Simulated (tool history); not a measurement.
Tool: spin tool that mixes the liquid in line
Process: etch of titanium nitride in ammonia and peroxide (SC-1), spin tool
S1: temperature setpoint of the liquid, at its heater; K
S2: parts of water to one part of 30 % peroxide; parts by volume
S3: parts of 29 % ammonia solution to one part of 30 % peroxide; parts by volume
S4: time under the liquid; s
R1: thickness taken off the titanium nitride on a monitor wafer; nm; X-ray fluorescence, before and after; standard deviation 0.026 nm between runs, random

run 1 hour=0 | S1=326.15 S2=20.5 S3=1 S4=25 | R1=1.1616
run 2 hour=6.7 | S1=326.15 S2=20.5 S3=0.85 S4=25 | R1=1.1289
run 3 hour=15 | S1=326.15 S2=20.5 S3=1 S4=25 | R1=1.1604
run 4 hour=22.4 | S1=328.65 S2=20 S3=1 S4=25 | R1=1.3837
run 5 hour=25.7 | S1=330.65 S2=19.5 S3=1 S4=25 | R1=1.6205
run 6 hour=32.3 | S1=332.15 S2=19.5 S3=1 S4=25 | R1=1.7942
run 7 hour=38.2 | S1=333.65 S2=19.5 S3=1 S4=25 | R1=1.9582
run 8 hour=42 | S1=335.15 S2=19 S3=1 S4=25 | R1=2.2213
run 9 hour=45.5 | S1=336.15 S2=19 S3=1 S4=25 | R1=2.4224
-- hour=48.9 heated supply line repaired
run 10 hour=48.9 | S1=337.15 S2=19 S3=1 S4=25 | R1=3.1525
run 11 hour=50.9 | S1=338.15 S2=19 S3=1 S4=25 | R1=3.3723

Run 12 has not been measured yet. What should we expect?
run 12 hour=59.7 | S1=338.65 S2=19 S3=1 S4=25 | R1=?

Run 12 measured R1 3.4904 nm.

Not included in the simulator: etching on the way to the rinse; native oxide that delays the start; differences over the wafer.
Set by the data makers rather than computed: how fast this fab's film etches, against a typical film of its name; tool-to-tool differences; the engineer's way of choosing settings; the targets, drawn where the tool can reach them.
